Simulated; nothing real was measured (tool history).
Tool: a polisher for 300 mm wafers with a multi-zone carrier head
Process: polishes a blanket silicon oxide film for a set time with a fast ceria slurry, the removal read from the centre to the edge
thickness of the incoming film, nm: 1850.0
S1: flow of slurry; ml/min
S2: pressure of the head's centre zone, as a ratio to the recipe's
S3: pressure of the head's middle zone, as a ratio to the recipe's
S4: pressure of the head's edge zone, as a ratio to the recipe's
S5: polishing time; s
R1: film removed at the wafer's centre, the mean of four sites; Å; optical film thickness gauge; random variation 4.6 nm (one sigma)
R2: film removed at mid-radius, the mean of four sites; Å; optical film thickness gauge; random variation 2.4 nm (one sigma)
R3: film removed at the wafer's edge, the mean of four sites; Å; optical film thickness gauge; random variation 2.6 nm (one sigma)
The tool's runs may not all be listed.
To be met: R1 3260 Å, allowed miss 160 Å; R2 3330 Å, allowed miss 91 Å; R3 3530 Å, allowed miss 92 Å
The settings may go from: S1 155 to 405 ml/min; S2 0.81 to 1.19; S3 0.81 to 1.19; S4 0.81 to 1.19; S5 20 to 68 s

run 1 day=0 | S1=260 S2=1 S3=1 S4=1 S5=44 | R1=5628.6 R2=5487.3 R3=5166.3
run 2 day=0.079 | S1=230 S2=1 S3=1 S4=1 S5=44 | R1=5499.3 R2=5414.7 R3=5164.4
run 3 day=0.292 | S1=230 S2=0.97 S3=1 S4=1 S5=44 | R1=5212.1 R2=5367.9 R3=5161.4
run 4 day=0.325 | S1=230 S2=0.97 S3=1 S4=1 S5=35 | R1=4215.4 R2=4370.9 R3=4057.6
run 5 day=0.658 | S1=220 S2=0.95 S3=0.96 S4=0.99 S5=34 | R1=3846.9 R2=4027.8 R3=3957.5
run 6 day=0.688 | S1=220 S2=0.94 S3=0.94 S4=0.97 S5=33 | R1=3899.1 R2=3879.3 R3=3807.8
run 7 day=0.808 | S1=215 S2=0.92 S3=0.92 S4=0.96 S5=33 | R1=3751.4 R2=3777.5 R3=3726.6
-- day=1.092 edge zone pressure recalibrated
run 8 day=1.092 | S1=210 S2=0.9 S3=0.9 S4=0.96 S5=33 | R1=3720.8 R2=3681.6 R3=3927.9
run 9 day=1.154 | S1=205 S2=0.89 S3=0.9 S4=0.94 S5=32 | R1=3450.9 R2=3552.2 R3=3770.1
run 10 day=1.496 | S1=200 S2=0.89 S3=0.9 S4=0.92 S5=32 | R1=3514.5 R2=3557 R3=3731.5
run 11 day=1.546 | S1=185 S2=0.83 S3=0.86 S4=0.87 S5=30 | R1=2907.4 R2=3185.4 R3=3350.4
run 12 day=1.775 | S1=195 S2=0.84 S3=0.86 S4=0.88 S5=30 | R1=3050.4 R2=3201 R3=3438.1
run 13 day=2.004 | S1=205 S2=0.84 S3=0.86 S4=0.88 S5=30 | R1=3041.5 R2=3225.3 R3=3472
run 14 day=2.279 | S1=210 S2=0.85 S3=0.86 S4=0.88 S5=30 | R1=3156.5 R2=3245.8 R3=3506.2

Which of these 5 next moves meets every target?
run A day=2.554 | S1=155 S2=0.89 S3=0.87 S4=0.88 S5=32 | R1=? R2=? R3=?
run B day=2.554 | S1=245 S2=0.85 S3=0.84 S4=0.93 S5=29 | R1=? R2=? R3=?
run C day=2.554 | S1=270 S2=0.9 S3=0.84 S4=0.97 S5=29 | R1=? R2=? R3=?
run D day=2.554 | S1=180 S2=0.86 S3=0.85 S4=0.92 S5=30 | R1=? R2=? R3=?
run E day=2.554 | S1=220 S2=0.84 S3=0.86 S4=0.9 S5=29 | R1=? R2=? R3=?

move=A R1=3302.8 R2=3334.2 R3=3590.2
move=B R1=3068.7 R2=3129.5 R3=3500.2
move=C R1=3289.2 R2=3161.7 R3=3599
move=D R1=3071.5 R2=3140.3 R3=3496
move=E R1=2989.7 R2=3150.3 R3=3413.7
A: meets every target
B: further off than the last run
C: further off than the last run
D: further off than the last run
E: further off than the last run
Answer: A
